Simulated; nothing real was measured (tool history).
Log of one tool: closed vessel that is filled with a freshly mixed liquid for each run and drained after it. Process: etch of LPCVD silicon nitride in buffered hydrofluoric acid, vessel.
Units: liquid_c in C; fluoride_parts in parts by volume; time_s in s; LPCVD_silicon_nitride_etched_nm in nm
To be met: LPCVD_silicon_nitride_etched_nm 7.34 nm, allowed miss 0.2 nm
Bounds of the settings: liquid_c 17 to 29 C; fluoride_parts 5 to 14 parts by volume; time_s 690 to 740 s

run,hour,liquid_c,fluoride_parts,time_s,LPCVD_silicon_nitride_etched_nm
1,0,21,8.5,690,10.053
2,4.6,20,8.5,690,9.6991
3,8.8,19.5,9,690,8.5843
4,12.2,19.5,7,690,11.312
5,15.7,19.5,7,690,11.245
6,16.4,19.5,7,690,11.19
7,22.9,19,7.5,690,10.369
8,27.9,18.5,8,690,9.4187
9,34.4,18,8.5,690,8.5909
10,39.5,17.5,9,690,7.7496
11,45.8,17,9,690,7.5731

Which of these 5 next moves meets every target?
A,52.1,17,11,725,?
B,52.1,21,12,740,?
C,52.1,19,11,710,?
D,52.1,17.5,10,730,?
E,52.1,17.5,9.5,720,?

move,LPCVD_silicon_nitride_etched_nm
A,6.7887
B,7.9747
C,7.4475
D,7.7181
E,7.8628
A: takes the result that was furthest off past its target
B: further off than the last run
C: meets every target
D: further off than the last run
E: further off than the last run
Move C is the one to make.
